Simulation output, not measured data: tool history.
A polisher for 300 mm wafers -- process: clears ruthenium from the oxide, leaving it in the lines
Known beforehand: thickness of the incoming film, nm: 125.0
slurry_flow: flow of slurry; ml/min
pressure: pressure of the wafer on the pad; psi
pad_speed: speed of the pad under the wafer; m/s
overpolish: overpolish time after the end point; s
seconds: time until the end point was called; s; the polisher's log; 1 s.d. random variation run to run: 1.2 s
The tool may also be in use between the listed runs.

{"run": 1, "hour": 0.0, "slurry_flow": 245, "pressure": 1.7, "pad_speed": 1.26, "overpolish": 30, "seconds": 116.98}
{"run": 2, "hour": 8.6, "slurry_flow": 245, "pressure": 1.4, "pad_speed": 1.26, "overpolish": 30, "seconds": 137.77}
{"run": 3, "hour": 13.4, "slurry_flow": 245, "pressure": 1.4, "pad_speed": 1.5, "overpolish": 30, "seconds": 117.59}
{"run": 4, "hour": 18.1, "slurry_flow": 245, "pressure": 1.4, "pad_speed": 1.62, "overpolish": 30, "seconds": 109.42}
{"run": 5, "hour": 22.7, "slurry_flow": 245, "pressure": 1.4, "pad_speed": 1.74, "overpolish": 30, "seconds": 101.98}
{"run": 6, "hour": 28.7, "slurry_flow": 245, "pressure": 1.2, "pad_speed": 1.74, "overpolish": 30, "seconds": 118.78}
{"run": 7, "hour": 33.4, "slurry_flow": 245, "pressure": 1.3, "pad_speed": 1.74, "overpolish": 30, "seconds": 111.99}

Forecast run 8:
{"run": 8, "hour": 36.4, "slurry_flow": 245, "pressure": 1.4, "pad_speed": 1.74, "overpolish": 30, "seconds": "?"}

Logged for run 8: seconds 101.78 s.
